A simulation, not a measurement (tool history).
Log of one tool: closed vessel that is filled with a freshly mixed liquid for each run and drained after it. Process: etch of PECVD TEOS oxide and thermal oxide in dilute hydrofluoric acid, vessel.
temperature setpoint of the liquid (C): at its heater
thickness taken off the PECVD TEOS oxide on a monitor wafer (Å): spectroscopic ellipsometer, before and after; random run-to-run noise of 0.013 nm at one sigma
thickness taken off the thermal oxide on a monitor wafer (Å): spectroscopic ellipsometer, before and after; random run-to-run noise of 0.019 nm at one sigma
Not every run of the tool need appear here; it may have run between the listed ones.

run	hour	temperature setpoint of the liquid (C)	parts of water to one part of 49 % hydrofluoric acid (parts by volume)	time in the liquid (s)	thickness taken off the PECVD TEOS oxide on a monitor wafer (Å)	thickness taken off the thermal oxide on a monitor wafer (Å)
1	0	24	295	85	48.247	9.7986
2	4.3	22.5	310	85	42.92	8.8113
3	6.1	22.5	310	115	57.632	12.14
4	13.8	21.5	335	115	50.435	10.195
5	21.9	23.5	335	115	53.733	10.799
6	24.4	23.5	285	115	66.919	14.045
7	32.8	22	315	115	55.659	11.712
8	37.4	21	340	115	48.511	10.175
9	38.2	20	360	115	43.829	8.3482
10	42	20	380	115	40.562	8.8619
11	44.9	19.5	395	115	38.031	7.8446
12	53	19	410	115	35.444	7.2716
13	55.1	18.5	420	115	33.702	6.8333
14	58.6	18.5	430	115	32.661	6.8568
15	65	18	435	115	31.71	6.5329
16	66.5	18	440	115	31.24	6.3858

Run 17 comes next. What will it give?
17	70.2	18	445	115	?	?

Run 17 measured thickness taken off the PECVD TEOS oxide on a monitor wafer (Å) 30.491, thickness taken off the thermal oxide on a monitor wafer (Å) 6.5379.
